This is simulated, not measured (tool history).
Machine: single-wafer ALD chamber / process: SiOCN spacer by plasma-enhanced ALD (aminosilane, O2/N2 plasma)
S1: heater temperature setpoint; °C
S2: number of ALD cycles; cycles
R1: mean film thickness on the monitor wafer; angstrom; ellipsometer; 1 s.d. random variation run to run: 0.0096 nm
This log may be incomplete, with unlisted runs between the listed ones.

Run 1, hour 0: S1 385 °C, S2 86 cycles. Result: R1 53.292 angstrom.
Run 2, hour 8.3: S1 381 °C, S2 86 cycles. Result: R1 53.237 angstrom.
Run 3, hour 10.7: S1 381 °C, S2 92 cycles. Result: R1 56.946 angstrom.
Run 4, hour 11.6: S1 385 °C, S2 92 cycles. Result: R1 56.935 angstrom.
Run 5, hour 17.6: S1 385 °C, S2 101 cycles. Result: R1 62.495 angstrom.
Run 6, hour 22.6: S1 395 °C, S2 101 cycles. Result: R1 62.431 angstrom.
Run 7, hour 23.9: S1 395 °C, S2 93 cycles. Result: R1 57.295 angstrom.
Run 8, hour 28.3: S1 395 °C, S2 88 cycles. Result: R1 54.264 angstrom.
Run 9, hour 37.5: S1 395 °C, S2 84 cycles. Result: R1 51.856 angstrom.
Run 10, hour 44.7: S1 395 °C, S2 81 cycles. Result: R1 49.978 angstrom.
Run 11, hour 53.8: S1 395 °C, S2 79 cycles. Result: R1 48.755 angstrom.

What does the tool deliver on the next run?
Run 12, hour 56.4: S1 395 °C, S2 78 cycles. Result: R1 ?.

{"run 12": {"R1": 48.109}}

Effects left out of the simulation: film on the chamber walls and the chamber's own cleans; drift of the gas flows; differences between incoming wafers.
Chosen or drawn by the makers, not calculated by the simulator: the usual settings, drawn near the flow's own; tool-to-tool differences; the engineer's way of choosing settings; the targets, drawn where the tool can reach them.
